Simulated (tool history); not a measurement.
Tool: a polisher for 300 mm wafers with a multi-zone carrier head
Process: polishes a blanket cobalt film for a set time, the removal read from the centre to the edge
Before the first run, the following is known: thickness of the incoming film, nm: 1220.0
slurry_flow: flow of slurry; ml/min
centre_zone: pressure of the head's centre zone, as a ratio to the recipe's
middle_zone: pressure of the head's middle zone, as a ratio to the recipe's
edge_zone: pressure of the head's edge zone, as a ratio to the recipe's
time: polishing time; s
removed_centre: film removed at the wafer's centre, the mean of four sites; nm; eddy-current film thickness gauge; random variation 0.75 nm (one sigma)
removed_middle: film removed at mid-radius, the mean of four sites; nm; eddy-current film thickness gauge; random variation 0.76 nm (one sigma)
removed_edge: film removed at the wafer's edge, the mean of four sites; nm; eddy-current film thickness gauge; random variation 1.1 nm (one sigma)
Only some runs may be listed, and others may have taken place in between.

run 1 day=0 | slurry_flow=265 centre_zone=1 middle_zone=1 edge_zone=1 time=40 | removed_centre=110.82 removed_middle=102.05 removed_edge=103.5
run 2 day=0.25 | slurry_flow=265 centre_zone=0.98 middle_zone=0.98 edge_zone=0.96 time=38 | removed_centre=102.55 removed_middle=95.518 removed_edge=94.514
run 3 day=0.371 | slurry_flow=265 centre_zone=0.98 middle_zone=0.98 edge_zone=1.04 time=38 | removed_centre=103.06 removed_middle=96.996 removed_edge=95.424
run 4 day=0.662 | slurry_flow=295 centre_zone=0.98 middle_zone=0.98 edge_zone=1.04 time=38 | removed_centre=103.39 removed_middle=97.772 removed_edge=97.732
run 5 day=0.838 | slurry_flow=275 centre_zone=0.96 middle_zone=0.96 edge_zone=1 time=37 | removed_centre=99.996 removed_middle=93.849 removed_edge=96.111
run 6 day=1.183 | slurry_flow=275 centre_zone=0.91 middle_zone=0.96 edge_zone=1 time=37 | removed_centre=93.48 removed_middle=93.418 removed_edge=92.112
run 7 day=1.421 | slurry_flow=275 centre_zone=0.91 middle_zone=0.96 edge_zone=1 time=37 | removed_centre=92.314 removed_middle=92.085 removed_edge=95.335

Run 8 comes next. What will it give?
run 8 day=1.746 | slurry_flow=265 centre_zone=0.93 middle_zone=0.97 edge_zone=0.99 time=35 | removed_centre=? removed_middle=? removed_edge=?

{"run 8": {"removed_centre": 89.639, "removed_middle": 87.384, "removed_edge": 86.223}}
